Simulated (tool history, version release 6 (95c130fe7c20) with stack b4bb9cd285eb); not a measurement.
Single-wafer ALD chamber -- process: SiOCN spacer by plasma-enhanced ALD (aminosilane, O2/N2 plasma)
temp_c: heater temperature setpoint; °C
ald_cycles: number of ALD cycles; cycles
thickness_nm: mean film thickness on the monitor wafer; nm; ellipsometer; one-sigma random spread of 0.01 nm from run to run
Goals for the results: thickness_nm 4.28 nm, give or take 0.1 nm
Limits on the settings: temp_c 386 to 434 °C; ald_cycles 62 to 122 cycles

run  hour  temp_c  ald_cycles  thickness_nm
  1     0     410          92        5.4294
  2   8.5     411          90        5.3436
  3    17     415          90        5.2677
  4  21.7     415          96        5.6153
     23.3  -- thermocouple changed; heater temperature recalibrated
  5  23.3     416          93        5.3781
  6  29.3     425          93        5.2289
  7  31.9     426          91        5.0765
  8  37.9     427          89        4.9598
  9  43.6     428          88        4.8918
 10  51.7     428          88        4.8908
 11  52.8     428          87        4.8266
 12  53.6     428          86         4.762
 13  59.4     428          85        4.7101
 14  67.4     428          84        4.6478
 15  75.1     428          83        4.6046
 16  83.1     428          83        4.6212

Consider the 5 candidate settings below. Which is the only one whose results all fall within their allowed miss of target?
  A  91.1     423          80             ?
  B  91.1     427          81             ?
  C  91.1     427          82             ?
  D  91.1     434          78             ?
  E  91.1     430          84             ?

move  thickness_nm
   A        4.5284
   B        4.5233
   C        4.5791
   D        4.2518
   E        4.6428
A: moves toward the targets from the last run without getting all of them in spec
B: moves toward the targets from the last run without getting all of them in spec
C: moves toward the targets from the last run without getting all of them in spec
D: every result lands within tolerance
E: moves away from the targets compared with the last run
Answer: D

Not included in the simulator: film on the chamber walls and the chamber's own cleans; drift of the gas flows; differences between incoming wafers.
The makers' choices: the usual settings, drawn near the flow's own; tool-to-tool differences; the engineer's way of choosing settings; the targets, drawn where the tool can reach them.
